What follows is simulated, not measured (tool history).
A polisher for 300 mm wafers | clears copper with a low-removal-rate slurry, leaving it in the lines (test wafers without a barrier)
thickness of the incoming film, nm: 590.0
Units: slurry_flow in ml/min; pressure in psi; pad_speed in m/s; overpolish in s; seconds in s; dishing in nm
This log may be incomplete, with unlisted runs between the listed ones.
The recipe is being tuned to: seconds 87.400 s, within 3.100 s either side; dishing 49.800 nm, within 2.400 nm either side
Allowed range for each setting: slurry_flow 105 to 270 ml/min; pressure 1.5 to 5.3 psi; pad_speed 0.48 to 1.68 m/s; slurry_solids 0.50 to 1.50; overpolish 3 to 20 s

{"run": 1, "hour": 0.0, "slurry_flow": 175, "pressure": 3.4, "pad_speed": 1.08, "slurry_solids": 1.0, "overpolish": 10, "seconds": 120.95, "dishing": 26.941}
{"run": 2, "hour": 5.6, "slurry_flow": 175, "pressure": 3.7, "pad_speed": 1.08, "slurry_solids": 1.0, "overpolish": 11, "seconds": 110.68, "dishing": 32.87}
{"run": 3, "hour": 8.6, "slurry_flow": 160, "pressure": 3.7, "pad_speed": 1.08, "slurry_solids": 1.0, "overpolish": 11, "seconds": 114.62, "dishing": 32.48}
{"run": 4, "hour": 9.5, "slurry_flow": 160, "pressure": 3.7, "pad_speed": 1.08, "slurry_solids": 1.0, "overpolish": 15, "seconds": 115.62, "dishing": 41.574}
{"run": 5, "hour": 17.3, "slurry_flow": 140, "pressure": 3.7, "pad_speed": 1.08, "slurry_solids": 1.0, "overpolish": 15, "seconds": 119.8, "dishing": 39.793}
{"run": 6, "hour": 24.4, "slurry_flow": 140, "pressure": 3.7, "pad_speed": 1.08, "slurry_solids": 1.15, "overpolish": 15, "seconds": 114.47, "dishing": 41.78}
{"run": 7, "hour": 31.4, "slurry_flow": 160, "pressure": 3.8, "pad_speed": 1.08, "slurry_solids": 1.15, "overpolish": 15, "seconds": 107.0, "dishing": 42.514}
{"run": 8, "hour": 33.3, "slurry_flow": 175, "pressure": 3.9, "pad_speed": 1.08, "slurry_solids": 1.15, "overpolish": 15, "seconds": 104.94, "dishing": 45.966}
{"run": 9, "hour": 35.8, "slurry_flow": 185, "pressure": 4.0, "pad_speed": 1.08, "slurry_solids": 1.15, "overpolish": 15, "seconds": 99.313, "dishing": 46.783}

Which one of the following 5 next-run settings gets every result inside its allowed miss? There is exactly one.
{"run": "A", "hour": 38.3, "slurry_flow": 210, "pressure": 3.5, "pad_speed": 1.06, "slurry_solids": 1.0, "overpolish": 16, "seconds": "?", "dishing": "?"}
{"run": "B", "hour": 38.3, "slurry_flow": 190, "pressure": 3.8, "pad_speed": 1.04, "slurry_solids": 1.2, "overpolish": 16, "seconds": "?", "dishing": "?"}
{"run": "C", "hour": 38.3, "slurry_flow": 185, "pressure": 4.3, "pad_speed": 1.16, "slurry_solids": 1.15, "overpolish": 14, "seconds": "?", "dishing": "?"}
{"run": "D", "hour": 38.3, "slurry_flow": 170, "pressure": 4.1, "pad_speed": 1.0, "slurry_solids": 1.2, "overpolish": 17, "seconds": "?", "dishing": "?"}
{"run": "E", "hour": 38.3, "slurry_flow": 225, "pressure": 4.0, "pad_speed": 1.06, "slurry_solids": 1.35, "overpolish": 16, "seconds": "?", "dishing": "?"}

move=A seconds=116.450 dishing=43.589
move=B seconds=106.960 dishing=46.944
move=C seconds=86.563 dishing=50.380
move=D seconds=104.890 dishing=50.303
move=E seconds=95.312 dishing=51.621
A: its largest miss is bigger than the last run's
B: its largest miss is bigger than the last run's
C: all results land within tolerance of their targets
D: its largest miss is bigger than the last run's
E: nearer the targets than the last run, but a result is still out of spec
Correct choice: C, which meets every target
